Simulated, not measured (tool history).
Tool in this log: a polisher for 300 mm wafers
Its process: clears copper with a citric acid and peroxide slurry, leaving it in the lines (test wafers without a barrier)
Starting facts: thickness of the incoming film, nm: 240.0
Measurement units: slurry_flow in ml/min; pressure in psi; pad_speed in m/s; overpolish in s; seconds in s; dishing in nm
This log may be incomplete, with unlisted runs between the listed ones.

run	hour	slurry_flow	pressure	pad_speed	slurry_solids	overpolish	seconds	dishing
1	0.0	250	4.2	1.12	1.00	20	61.675	52.658
2	4.1	210	4.2	1.12	1.00	20	63.358	51.210
3	7.2	210	4.2	1.36	1.00	20	53.708	59.632
4	13.5	270	4.2	1.36	1.00	20	54.333	60.731
5	19.8	270	4.2	1.36	1.00	26	54.323	75.260
6	22.0	270	4.2	1.54	1.00	26	47.343	83.155
7	29.1	270	3.7	1.38	0.95	22	59.655	59.014

Run 8 has not been measured yet. What should we expect?
8	35.4	270	3.3	1.28	0.95	19	?	?

Run 8 measured seconds 70.586 s, dishing 43.112 nm.
